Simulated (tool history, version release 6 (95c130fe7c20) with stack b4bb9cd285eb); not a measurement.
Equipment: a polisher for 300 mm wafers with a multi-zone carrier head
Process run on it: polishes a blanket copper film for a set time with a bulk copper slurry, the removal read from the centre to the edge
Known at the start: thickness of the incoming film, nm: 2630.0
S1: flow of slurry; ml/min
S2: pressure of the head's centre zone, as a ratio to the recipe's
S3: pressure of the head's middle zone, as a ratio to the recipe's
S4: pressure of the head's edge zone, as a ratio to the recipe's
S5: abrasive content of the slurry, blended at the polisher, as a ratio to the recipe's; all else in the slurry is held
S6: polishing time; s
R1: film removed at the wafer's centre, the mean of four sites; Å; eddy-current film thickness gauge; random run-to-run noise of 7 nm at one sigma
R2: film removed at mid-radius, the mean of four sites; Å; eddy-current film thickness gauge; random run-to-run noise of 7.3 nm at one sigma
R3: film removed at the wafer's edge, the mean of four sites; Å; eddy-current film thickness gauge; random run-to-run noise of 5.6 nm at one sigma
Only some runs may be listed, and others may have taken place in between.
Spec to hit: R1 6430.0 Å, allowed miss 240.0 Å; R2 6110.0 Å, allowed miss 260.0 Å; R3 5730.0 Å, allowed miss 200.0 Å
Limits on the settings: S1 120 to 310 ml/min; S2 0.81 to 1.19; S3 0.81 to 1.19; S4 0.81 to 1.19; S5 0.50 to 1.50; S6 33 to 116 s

run 1 hour=0.0 | S1=200 S2=1.00 S3=1.00 S4=1.00 S5=1.00 S6=74 | R1=4522.3 R2=4488.3 R3=4545.2
run 2 hour=7.4 | S1=230 S2=1.00 S3=1.00 S4=1.00 S5=1.00 S6=74 | R1=4645.7 R2=4528.0 R3=4455.7
run 3 hour=10.7 | S1=230 S2=1.00 S3=1.00 S4=0.97 S5=1.00 S6=74 | R1=4561.5 R2=4541.8 R3=4484.9
run 4 hour=12.2 | S1=230 S2=1.00 S3=1.00 S4=1.04 S5=1.00 S6=74 | R1=4535.0 R2=4491.2 R3=4647.6
run 5 hour=16.3 | S1=230 S2=1.02 S3=1.02 S4=1.04 S5=1.10 S6=75 | R1=4851.1 R2=4681.3 R3=4748.8
run 6 hour=17.2 | S1=230 S2=1.02 S3=1.02 S4=1.08 S5=1.10 S6=75 | R1=4851.1 R2=4686.4 R3=4895.1
run 7 hour=25.5 | S1=230 S2=1.03 S3=1.04 S4=1.08 S5=1.15 S6=76 | R1=4965.8 R2=5003.6 R3=4934.5
run 8 hour=32.9 | S1=230 S2=1.05 S3=1.04 S4=1.09 S5=1.20 S6=77 | R1=5196.1 R2=5156.5 R3=5028.1
run 9 hour=37.0 | S1=230 S2=1.06 S3=1.04 S4=1.10 S5=1.25 S6=78 | R1=5439.9 R2=5120.7 R3=5177.5
run 10 hour=45.8 | S1=230 S2=1.07 S3=1.05 S4=1.11 S5=1.30 S6=79 | R1=5604.7 R2=5352.0 R3=5300.6
run 11 hour=47.0 | S1=230 S2=1.08 S3=1.06 S4=1.12 S5=1.35 S6=79 | R1=5655.5 R2=5409.3 R3=5400.6
run 12 hour=55.9 | S1=235 S2=1.09 S3=1.07 S4=1.12 S5=1.35 S6=79 | R1=5674.9 R2=5320.8 R3=5386.8
run 13 hour=57.2 | S1=230 S2=1.10 S3=1.08 S4=1.11 S5=1.35 S6=80 | R1=5705.5 R2=5559.8 R3=5502.8
run 14 hour=57.9 | S1=240 S2=1.11 S3=1.09 S4=1.09 S5=1.35 S6=80 | R1=5817.8 R2=5561.0 R3=5380.7
run 15 hour=63.4 | S1=240 S2=1.12 S3=1.10 S4=1.09 S5=1.35 S6=80 | R1=6070.0 R2=5672.5 R3=5448.5
-- hour=64.8 edge zone pressure recalibrated
run 16 hour=64.8 | S1=245 S2=1.12 S3=1.11 S4=1.10 S5=1.35 S6=80 | R1=5920.6 R2=5744.6 R3=5511.0
run 17 hour=73.2 | S1=250 S2=1.13 S3=1.12 S4=1.10 S5=1.35 S6=80 | R1=5988.5 R2=5709.5 R3=5526.6
run 18 hour=81.6 | S1=250 S2=1.14 S3=1.13 S4=1.10 S5=1.35 S6=80 | R1=6048.1 R2=5653.3 R3=5511.6
run 19 hour=87.3 | S1=250 S2=1.14 S3=1.14 S4=1.10 S5=1.35 S6=80 | R1=6080.5 R2=5728.5 R3=5443.3

Exercise: of the 5 proposed moves below, exactly one satisfies all targets within the stated allowed misses. Which move is it?
run A hour=93.0 | S1=225 S2=1.18 S3=1.19 S4=0.81 S5=1.30 S6=86 | R1=? R2=? R3=?
run B hour=93.0 | S1=290 S2=1.18 S3=1.01 S4=1.18 S5=1.45 S6=82 | R1=? R2=? R3=?
run C hour=93.0 | S1=260 S2=1.18 S3=1.19 S4=1.14 S5=1.50 S6=80 | R1=? R2=? R3=?
run D hour=93.0 | S1=290 S2=1.19 S3=1.07 S4=1.18 S5=1.30 S6=80 | R1=? R2=? R3=?
run E hour=93.0 | S1=285 S2=1.10 S3=1.17 S4=1.11 S5=1.40 S6=77 | R1=? R2=? R3=?

move=A R1=6640.4 R2=6202.6 R3=5342.3
move=B R1=6692.7 R2=5617.2 R3=6100.6
move=C R1=6503.2 R2=6060.4 R3=5856.5
move=D R1=6426.0 R2=5541.8 R3=5803.0
move=E R1=5805.1 R2=5736.8 R3=5534.2
A: gets the furthest-off result to its target, but another result is out of tolerance
B: further off than the last run
C: hits every target within its allowed miss
D: further off than the last run
E: further off than the last run
Move C is the one to make.
